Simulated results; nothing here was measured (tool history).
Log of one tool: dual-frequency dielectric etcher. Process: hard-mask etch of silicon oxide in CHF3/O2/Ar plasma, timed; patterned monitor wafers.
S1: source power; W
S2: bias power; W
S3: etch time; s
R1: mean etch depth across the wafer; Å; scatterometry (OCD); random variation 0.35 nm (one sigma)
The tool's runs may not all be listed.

| run | hour | S1 | S2 | S3 | R1 |
|---|---|---|---|---|---|
| 1 | 0.0 | 890 | 135 | 32.5 | 678.45 |
| 2 | 5.9 | 890 | 135 | 32.5 | 683.57 |
| 3 | 11.8 | 810 | 132 | 32.5 | 633.31 |
| 4 | 20.4 | 870 | 132 | 32.5 | 662.50 |
| 5 | 24.8 | 820 | 131 | 32.5 | 643.26 |
| 6 | 32.3 | 780 | 130 | 32.5 | 624.93 |
| 7 | 37.4 | 750 | 129 | 32.5 | 605.27 |

Run 8 comes next. What will it give?
| 8 | 41.4 | 740 | 129 | 32.5 | ? |

Run 8 gave R1 602.74 Å.
